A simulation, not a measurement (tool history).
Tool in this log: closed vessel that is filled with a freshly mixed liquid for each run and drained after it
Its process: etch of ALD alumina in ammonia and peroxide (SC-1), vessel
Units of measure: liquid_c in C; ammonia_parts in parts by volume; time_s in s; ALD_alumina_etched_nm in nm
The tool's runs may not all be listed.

run,day,liquid_c,ammonia_parts,time_s,ALD_alumina_etched_nm
1,0,47,0.45,300,13.846
2,0.208,47,0.4,300,13.681
3,0.383,47,0.5,300,13.942
4,0.75,51,0.5,300,17.469
5,0.958,51,0.6,300,17.714
6,1.25,57,0.6,300,24.319
7,1.588,50.5,0.6,300,17.285

Run 8 comes next. What will it give?
8,1.738,51,0.6,300,?

{"run 8": {"ALD_alumina_etched_nm": 17.665}}
